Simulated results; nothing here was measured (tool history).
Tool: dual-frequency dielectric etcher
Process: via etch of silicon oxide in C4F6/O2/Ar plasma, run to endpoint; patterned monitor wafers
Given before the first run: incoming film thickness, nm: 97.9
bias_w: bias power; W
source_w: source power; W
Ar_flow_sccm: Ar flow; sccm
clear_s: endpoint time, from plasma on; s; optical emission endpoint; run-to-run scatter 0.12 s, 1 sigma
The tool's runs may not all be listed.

run  hour  bias_w  source_w  Ar_flow_sccm  clear_s
  1     0     596       400           411   18.709
  2   1.4     559       390           414   19.295
  3   6.2     559       390           344   18.754
  4    13     509       390           344   19.271
  5    15     483       380           348    19.93
  6  23.9     483       380           277   19.321
  7  26.1     373       340           293   22.219

Run 8 is up next; what results do you expect?
  8  31.7     384       340           292        ?

{"run 8": {"clear_s": 22.054}}
